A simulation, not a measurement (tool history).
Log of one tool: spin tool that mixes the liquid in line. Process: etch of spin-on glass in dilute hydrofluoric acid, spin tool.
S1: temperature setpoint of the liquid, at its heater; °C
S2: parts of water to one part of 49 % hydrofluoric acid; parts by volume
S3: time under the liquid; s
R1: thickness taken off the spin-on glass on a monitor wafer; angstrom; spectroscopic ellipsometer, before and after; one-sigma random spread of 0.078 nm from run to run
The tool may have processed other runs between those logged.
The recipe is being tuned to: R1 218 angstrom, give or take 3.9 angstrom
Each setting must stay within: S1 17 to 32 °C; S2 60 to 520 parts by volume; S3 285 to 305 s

run 1 hour=0 | S1=24 S2=290 S3=285 | R1=451.13
run 2 hour=1.1 | S1=22.5 S2=315 S3=285 | R1=382.58
run 3 hour=2.5 | S1=21.5 S2=335 S3=285 | R1=342.33
run 4 hour=7.6 | S1=20.5 S2=350 S3=285 | R1=313.21
run 5 hour=12.8 | S1=22 S2=350 S3=285 | R1=330.41
run 6 hour=21.6 | S1=22 S2=350 S3=305 | R1=353.73
run 7 hour=22.2 | S1=18 S2=435 S3=305 | R1=229.8
-- hour=27.4 hydrofluoric acid flow meter replaced
run 8 hour=27.4 | S1=17.5 S2=440 S3=305 | R1=206.02
run 9 hour=31.4 | S1=18 S2=440 S3=305 | R1=208.01
run 10 hour=37.2 | S1=18.5 S2=440 S3=305 | R1=212.67

Below are 4 possible settings for the next run. Only one of them brings all results inside the allowed miss of their targets. Which is it?
run A hour=43 | S1=22.5 S2=435 S3=285 | R1=?
run B hour=43 | S1=17 S2=410 S3=300 | R1=?
run C hour=43 | S1=20.5 S2=455 S3=290 | R1=?
run D hour=43 | S1=19 S2=450 S3=305 | R1=?

move=A R1=230.53
move=B R1=217.39
move=C R1=206.4
move=D R1=209.42
A: the result that was furthest off in the last run now lies on the other side of its target
B: every result within its allowed miss
C: misses by more than the last run did
D: misses by more than the last run did
B is the move that brings every result within its allowed miss.
